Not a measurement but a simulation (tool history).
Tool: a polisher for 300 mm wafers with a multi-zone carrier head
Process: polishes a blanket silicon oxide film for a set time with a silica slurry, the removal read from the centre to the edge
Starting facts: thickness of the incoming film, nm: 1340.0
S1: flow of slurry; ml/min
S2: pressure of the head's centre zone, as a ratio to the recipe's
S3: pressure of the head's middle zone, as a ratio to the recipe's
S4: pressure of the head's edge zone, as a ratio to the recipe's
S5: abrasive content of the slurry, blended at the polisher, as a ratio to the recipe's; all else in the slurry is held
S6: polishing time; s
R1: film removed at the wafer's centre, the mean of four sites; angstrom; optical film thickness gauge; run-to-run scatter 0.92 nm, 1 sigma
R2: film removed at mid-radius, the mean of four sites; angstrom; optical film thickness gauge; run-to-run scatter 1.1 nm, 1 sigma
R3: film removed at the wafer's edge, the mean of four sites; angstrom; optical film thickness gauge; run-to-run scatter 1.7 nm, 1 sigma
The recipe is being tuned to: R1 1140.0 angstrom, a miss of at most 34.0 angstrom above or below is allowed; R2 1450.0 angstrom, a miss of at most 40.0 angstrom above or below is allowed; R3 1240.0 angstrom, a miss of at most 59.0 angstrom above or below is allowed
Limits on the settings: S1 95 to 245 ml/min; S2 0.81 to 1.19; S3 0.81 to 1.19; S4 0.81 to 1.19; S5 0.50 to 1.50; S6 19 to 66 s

Run 1, hour 0.0: S1 155 ml/min, S2 1.00, S3 1.00, S4 1.00, S5 1.00, S6 42 s. Result: R1 1176.7 angstrom, R2 1186.2 angstrom, R3 1172.0 angstrom.
Run 2, hour 8.9: S1 125 ml/min, S2 1.00, S3 1.00, S4 1.00, S5 1.00, S6 42 s. Result: R1 1127.2 angstrom, R2 1126.1 angstrom, R3 1118.1 angstrom.
Run 3, hour 14.4: S1 140 ml/min, S2 1.00, S3 1.00, S4 1.00, S5 1.00, S6 42 s. Result: R1 1140.7 angstrom, R2 1164.1 angstrom, R3 1135.8 angstrom.
Run 4, hour 17.1: S1 160 ml/min, S2 0.98, S3 1.03, S4 1.00, S5 1.00, S6 42 s. Result: R1 1156.9 angstrom, R2 1216.8 angstrom, R3 1195.3 angstrom.
Run 5, hour 19.6: S1 170 ml/min, S2 0.96, S3 1.07, S4 0.96, S5 1.00, S6 42 s. Result: R1 1160.1 angstrom, R2 1281.5 angstrom, R3 1154.1 angstrom.
Run 6, hour 23.2: S1 180 ml/min, S2 0.94, S3 1.09, S4 0.97, S5 1.00, S6 42 s. Result: R1 1181.5 angstrom, R2 1301.0 angstrom, R3 1160.4 angstrom.
Run 7, hour 30.6: S1 175 ml/min, S2 0.90, S3 1.12, S4 0.99, S5 1.05, S6 42 s. Result: R1 1153.9 angstrom, R2 1365.0 angstrom, R3 1185.9 angstrom.
Run 8, hour 33.3: S1 180 ml/min, S2 0.89, S3 1.13, S4 1.01, S5 1.05, S6 42 s. Result: R1 1138.5 angstrom, R2 1379.7 angstrom, R3 1222.8 angstrom.
Run 9, hour 39.4: S1 180 ml/min, S2 0.89, S3 1.13, S4 1.01, S5 1.05, S6 42 s. Result: R1 1121.3 angstrom, R2 1358.1 angstrom, R3 1216.7 angstrom.

Exactly one of the 5 candidate moves below puts every result within its allowed miss. Which one?
Run A, hour 45.5: S1 200 ml/min, S2 0.95, S3 1.14, S4 0.95, S5 1.10, S6 40 s. Result: R1 ?, R2 ?, R3 ?.
Run B, hour 45.5: S1 215 ml/min, S2 0.88, S3 1.08, S4 1.06, S5 1.20, S6 37 s. Result: R1 ?, R2 ?, R3 ?.
Run C, hour 45.5: S1 165 ml/min, S2 0.83, S3 1.14, S4 1.00, S5 1.05, S6 44 s. Result: R1 ?, R2 ?, R3 ?.
Run D, hour 45.5: S1 160 ml/min, S2 1.06, S3 1.08, S4 0.99, S5 1.05, S6 40 s. Result: R1 ?, R2 ?, R3 ?.
Run E, hour 45.5: S1 205 ml/min, S2 0.87, S3 1.10, S4 1.02, S5 0.95, S6 41 s. Result: R1 ?, R2 ?, R3 ?.

move      R1      R2      R3
   A  1180.5  1373.6  1182.0
   B  1087.7  1268.5  1203.3
   C  1129.3  1437.9  1278.0
   D  1195.5  1240.1  1152.5
   E  1079.6  1289.2  1182.9
A: closes in on the targets versus the last run, not all within tolerance yet
B: its largest miss is bigger than the last run's
C: all results land within tolerance of their targets
D: its largest miss is bigger than the last run's
E: its largest miss is bigger than the last run's
Move C is the one to make.

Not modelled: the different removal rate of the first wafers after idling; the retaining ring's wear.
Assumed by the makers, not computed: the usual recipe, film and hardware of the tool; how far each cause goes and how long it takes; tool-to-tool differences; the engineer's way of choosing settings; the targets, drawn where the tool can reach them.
